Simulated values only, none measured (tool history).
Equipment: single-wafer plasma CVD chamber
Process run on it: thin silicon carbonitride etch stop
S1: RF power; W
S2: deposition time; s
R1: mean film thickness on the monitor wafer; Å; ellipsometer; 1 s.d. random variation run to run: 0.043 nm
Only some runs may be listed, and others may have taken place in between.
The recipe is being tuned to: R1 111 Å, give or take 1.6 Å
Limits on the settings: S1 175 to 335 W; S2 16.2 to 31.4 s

run,hour,S1,S2,R1
1,0,255,23.8,146.38
2,5.1,220,23.8,140.44
3,10.7,210,22.8,132.47
4,14.3,205,22.1,126.76
5,17.5,205,23.7,136.05
6,19.9,205,22.4,129.89
7,22.9,205,22.4,129.5
8,26.6,200,21.8,124.59
9,34.6,195,21.4,121.86
10,37.6,190,21,118.64
11,42.7,185,20.8,116.34
12,51,185,20.6,115.91
13,52.6,175,19.6,107.7
14,55.4,180,19.6,109.12

Of the 5 settings listed for the next run, only one would bring every result within its allowed miss of target. Which one?
A,58.2,175,19.3,?
B,58.2,195,20.3,?
C,58.2,175,18.9,?
D,58.2,230,18.1,?
E,58.2,205,19.2,?

move,R1
A,106.36
B,115.17
C,104.16
D,107.4
E,110.41
A: its largest miss is bigger than the last run's
B: takes the result that was furthest off past its target
C: its largest miss is bigger than the last run's
D: its largest miss is bigger than the last run's
E: every result lands within tolerance
Go with E: it meets all targets.

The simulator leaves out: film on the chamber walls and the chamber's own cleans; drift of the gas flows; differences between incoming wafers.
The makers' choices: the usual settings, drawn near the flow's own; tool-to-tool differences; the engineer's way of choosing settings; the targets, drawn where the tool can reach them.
